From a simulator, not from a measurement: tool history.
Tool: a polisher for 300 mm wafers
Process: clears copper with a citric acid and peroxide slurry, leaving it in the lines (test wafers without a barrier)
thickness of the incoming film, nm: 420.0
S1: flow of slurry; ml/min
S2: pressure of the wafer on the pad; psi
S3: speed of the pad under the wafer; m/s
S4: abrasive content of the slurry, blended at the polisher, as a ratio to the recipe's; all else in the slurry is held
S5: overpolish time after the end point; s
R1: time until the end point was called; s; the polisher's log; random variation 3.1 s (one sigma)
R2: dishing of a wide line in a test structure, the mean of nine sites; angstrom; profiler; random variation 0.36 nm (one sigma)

run 1 hour=0 | S1=220 S2=2.6 S3=1.34 S4=1 S5=24 | R1=213.48 R2=336.68
run 2 hour=7.6 | S1=220 S2=2.6 S3=1.34 S4=1 S5=20 | R1=216.06 R2=293.95
run 3 hour=10.4 | S1=220 S2=2.6 S3=1.34 S4=1.2 S5=20 | R1=204.62 R2=305.44
run 4 hour=14.5 | S1=220 S2=2.5 S3=1.34 S4=1.2 S5=21 | R1=211.86 R2=303.06
run 5 hour=18.5 | S1=215 S2=2.4 S3=1.34 S4=1.2 S5=22 | R1=227.24 R2=301.58
run 6 hour=27.4 | S1=215 S2=2.4 S3=1.34 S4=1.4 S5=22 | R1=211.88 R2=312.22
run 7 hour=34 | S1=210 S2=2.3 S3=1.34 S4=1.4 S5=22 | R1=217.62 R2=297.91

Run 8 comes next. What will it give?
run 8 hour=40 | S1=210 S2=2.3 S3=1.34 S4=1.4 S5=22 | R1=? R2=?

{"run 8": {"R1": 222.88, "R2": 300.28}}

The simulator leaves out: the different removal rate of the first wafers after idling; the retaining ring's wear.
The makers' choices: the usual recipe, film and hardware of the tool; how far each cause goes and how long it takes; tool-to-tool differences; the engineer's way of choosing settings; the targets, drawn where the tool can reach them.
